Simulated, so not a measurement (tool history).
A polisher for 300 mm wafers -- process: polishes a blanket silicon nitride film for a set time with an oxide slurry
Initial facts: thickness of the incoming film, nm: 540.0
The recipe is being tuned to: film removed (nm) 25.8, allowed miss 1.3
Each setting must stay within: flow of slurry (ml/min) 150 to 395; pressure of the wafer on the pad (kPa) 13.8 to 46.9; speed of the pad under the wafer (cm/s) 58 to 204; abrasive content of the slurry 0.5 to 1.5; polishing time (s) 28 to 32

run  hour  flow of slurry (ml/min)  pressure of the wafer on the pad (kPa)  speed of the pad under the wafer (cm/s)  abrasive content of the slurry  polishing time (s)  film removed (nm)
  1     0                      250                                    30.3                                      130                               1                  32             31.768
  2   0.7                      250                                    29.6                                      130                               1                  32             30.961
  3   5.8                      250                                    35.2                                      130                               1                  32             36.288
  4  11.2                      250                                    33.8                                      130                               1                  32             34.747
  5  14.1                      250                                    33.8                                      118                               1                  32             31.621
  6  21.1                      250                                    33.1                                      118                               1                  32             31.255
  7    23                      250                                    33.1                                      118                               1                  32             31.322
       26  -- slurry blender recalibrated
  8    26                      250                                    32.4                                      118                               1                  32             33.095
  9  32.2                      250                                    24.1                                      110                               1                  32             23.484
 10  36.3                      250                                    24.8                                      110                               1                  32             24.242

Of the 4 settings listed for the next run, only one would bring every result within its allowed miss of target. Which one?
  A  40.4                      225                                    24.1                                      126                            0.95                  32                  ?
  B  40.4                      240                                    24.8                                      108                             0.9                  32                  ?
  C  40.4                      270                                    24.8                                      118                            0.85                  28                  ?
  D  40.4                      230                                    28.3                                       86                             1.1                  28                  ?

move  film removed (nm)
   A             25.745
   B             22.974
   C             21.241
   D             20.637
A: each result inside its tolerance
B: lands further from the targets than the last run did
C: lands further from the targets than the last run did
D: lands further from the targets than the last run did
So the answer is move A, the one that meets all the targets.

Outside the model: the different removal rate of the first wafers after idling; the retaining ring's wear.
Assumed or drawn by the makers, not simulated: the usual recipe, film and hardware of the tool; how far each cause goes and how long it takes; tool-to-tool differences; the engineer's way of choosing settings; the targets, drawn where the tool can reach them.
